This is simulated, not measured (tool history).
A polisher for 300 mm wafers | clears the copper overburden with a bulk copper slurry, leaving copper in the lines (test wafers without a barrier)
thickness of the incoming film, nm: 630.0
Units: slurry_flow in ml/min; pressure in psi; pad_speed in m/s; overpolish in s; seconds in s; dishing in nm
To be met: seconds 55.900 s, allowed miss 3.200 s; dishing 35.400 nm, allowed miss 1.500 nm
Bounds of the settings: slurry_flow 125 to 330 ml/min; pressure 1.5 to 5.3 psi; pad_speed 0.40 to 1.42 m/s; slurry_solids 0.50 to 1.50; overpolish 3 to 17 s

run,day,slurry_flow,pressure,pad_speed,slurry_solids,overpolish,seconds,dishing
1,0.000,210,3.4,0.90,1.00,9,57.775,57.800
2,0.304,165,3.4,0.90,1.00,9,58.711,55.829
3,0.579,165,3.4,0.90,1.10,9,57.973,55.367
4,0.833,170,3.4,0.90,1.10,8,57.212,52.342
5,0.938,170,3.4,0.90,1.10,7,56.049,45.546
6,1.067,170,3.4,1.04,1.10,7,49.693,50.561
7,1.362,170,3.3,1.04,1.10,7,49.910,50.305
8,1.662,170,3.2,1.04,1.10,7,52.270,48.708

Which of these 4 next moves meets every target?
A,1.962,175,3.2,1.00,1.15,12,?,?
B,1.962,220,2.2,1.18,0.95,7,?,?
C,1.962,200,2.7,1.02,1.10,5,?,?
D,1.962,145,3.7,0.84,1.35,5,?,?

move,seconds,dishing
A,55.472,70.544
B,67.284,38.532
C,63.292,30.871
D,57.541,34.113
A: further off than the last run
B: nearer than the last run, and not there yet
C: takes the result that was furthest off past its target
D: meets every target
The right move is D.

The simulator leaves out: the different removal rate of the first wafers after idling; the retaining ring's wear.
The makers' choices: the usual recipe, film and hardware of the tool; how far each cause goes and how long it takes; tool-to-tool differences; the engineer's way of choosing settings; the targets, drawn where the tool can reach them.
